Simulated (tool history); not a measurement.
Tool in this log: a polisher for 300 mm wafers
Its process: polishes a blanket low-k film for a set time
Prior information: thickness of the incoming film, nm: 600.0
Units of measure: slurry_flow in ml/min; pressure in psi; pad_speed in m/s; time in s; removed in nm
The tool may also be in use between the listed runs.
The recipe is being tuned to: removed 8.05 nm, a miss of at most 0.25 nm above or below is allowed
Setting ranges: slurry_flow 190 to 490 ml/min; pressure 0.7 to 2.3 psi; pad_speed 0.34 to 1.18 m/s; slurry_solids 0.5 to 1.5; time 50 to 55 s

run 1 hour=0 | slurry_flow=315 pressure=1.5 pad_speed=0.76 slurry_solids=1 time=55 | removed=12.236
run 2 hour=2.2 | slurry_flow=315 pressure=1.3 pad_speed=0.76 slurry_solids=1 time=55 | removed=11.093
run 3 hour=10.8 | slurry_flow=315 pressure=1.3 pad_speed=0.76 slurry_solids=0.85 time=55 | removed=10.559
run 4 hour=13 | slurry_flow=315 pressure=1.6 pad_speed=0.76 slurry_solids=0.85 time=55 | removed=12.011
run 5 hour=21.4 | slurry_flow=315 pressure=1.6 pad_speed=0.76 slurry_solids=0.7 time=55 | removed=11.529
run 6 hour=23.1 | slurry_flow=315 pressure=1.6 pad_speed=0.64 slurry_solids=0.7 time=55 | removed=9.8817
run 7 hour=31.4 | slurry_flow=315 pressure=1.5 pad_speed=0.64 slurry_solids=0.7 time=55 | removed=9.4807
run 8 hour=36.6 | slurry_flow=315 pressure=1.4 pad_speed=0.64 slurry_solids=0.7 time=55 | removed=9.1034
run 9 hour=42.8 | slurry_flow=315 pressure=1.3 pad_speed=0.64 slurry_solids=0.7 time=55 | removed=8.4957

Exactly one of the 4 candidate moves below puts every result within its allowed miss. Which one?
run A hour=49 | slurry_flow=380 pressure=1.1 pad_speed=0.86 slurry_solids=0.5 time=50 | removed=?
run B hour=49 | slurry_flow=375 pressure=1.4 pad_speed=0.72 slurry_solids=0.6 time=51 | removed=?
run C hour=49 | slurry_flow=325 pressure=1.4 pad_speed=0.64 slurry_solids=0.7 time=55 | removed=?
run D hour=49 | slurry_flow=380 pressure=0.9 pad_speed=0.82 slurry_solids=0.75 time=54 | removed=?

move=A removed=8.0476
move=B removed=8.7696
move=C removed=8.9419
move=D removed=8.4942
A: each result inside its tolerance
B: the biggest miss grows against the last run
C: the biggest miss grows against the last run
D: no nearer and no further than the last run
The move that meets every target is A.
